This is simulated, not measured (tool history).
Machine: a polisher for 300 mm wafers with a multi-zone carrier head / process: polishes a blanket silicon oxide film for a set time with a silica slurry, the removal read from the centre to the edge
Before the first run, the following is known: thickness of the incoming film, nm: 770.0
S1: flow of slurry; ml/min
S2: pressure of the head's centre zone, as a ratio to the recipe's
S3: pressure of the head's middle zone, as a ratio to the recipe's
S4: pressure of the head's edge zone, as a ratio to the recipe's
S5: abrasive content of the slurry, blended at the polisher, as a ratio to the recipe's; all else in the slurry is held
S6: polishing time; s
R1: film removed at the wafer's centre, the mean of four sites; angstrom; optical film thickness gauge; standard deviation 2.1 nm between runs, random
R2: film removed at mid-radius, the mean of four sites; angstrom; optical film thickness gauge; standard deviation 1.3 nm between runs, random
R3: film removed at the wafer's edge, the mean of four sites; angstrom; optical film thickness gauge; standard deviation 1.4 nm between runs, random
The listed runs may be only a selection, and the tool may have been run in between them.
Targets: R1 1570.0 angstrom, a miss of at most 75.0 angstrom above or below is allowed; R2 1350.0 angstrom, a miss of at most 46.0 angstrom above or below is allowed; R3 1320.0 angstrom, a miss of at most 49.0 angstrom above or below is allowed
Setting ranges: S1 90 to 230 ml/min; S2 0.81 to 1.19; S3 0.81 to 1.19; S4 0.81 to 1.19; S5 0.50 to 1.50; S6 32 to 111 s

run	day	S1	S2	S3	S4	S5	S6	R1	R2	R3
1	0.000	150	1.00	1.00	1.00	1.00	71	2581.8	2516.3	2533.7
2	0.233	150	1.00	1.06	1.00	1.00	71	2556.9	2673.9	2509.5
3	0.392	150	1.01	1.04	0.98	0.90	67	2278.3	2328.7	2272.9
4	0.671	155	1.04	1.04	0.95	0.85	62	2142.5	2082.0	1995.5
5	1.017	155	1.04	1.04	1.00	0.85	62	2157.2	2130.1	2033.2
6	1.062	155	1.04	1.04	1.00	0.95	62	2308.1	2230.6	2109.5
7	1.438	155	1.06	1.04	0.99	0.85	59	2053.3	2002.9	1944.7
8	1.729	195	1.16	0.98	0.89	0.60	39	1203.1	1041.0	976.6
9	1.908	195	1.17	0.99	0.92	0.65	39	1315.0	1087.0	1070.0
10	2.021	215	1.18	1.09	1.02	0.70	39	1412.5	1263.2	1182.6

Consider the 5 candidate settings below. Which is the only one whose results all fall within their allowed miss of target?
A	2.133	220	1.00	0.94	1.10	0.70	47	?	?	?
B	2.133	230	1.09	1.19	0.96	0.55	48	?	?	?
C	2.133	230	1.17	1.13	0.99	0.75	38	?	?	?
D	2.133	205	1.15	0.99	1.12	0.80	41	?	?	?
E	2.133	225	1.19	1.04	1.06	0.60	48	?	?	?

move	R1	R2	R3
A	1431.2	1346.7	1455.3
B	1350.2	1420.1	1169.4
C	1426.7	1336.2	1169.1
D	1549.6	1322.7	1384.2
E	1569.7	1347.3	1311.0
A: pushes the last run's worst result past its target
B: the biggest miss grows against the last run
C: the biggest miss grows against the last run
D: pushes the last run's worst result past its target
E: all results land within tolerance of their targets
The right move is E.
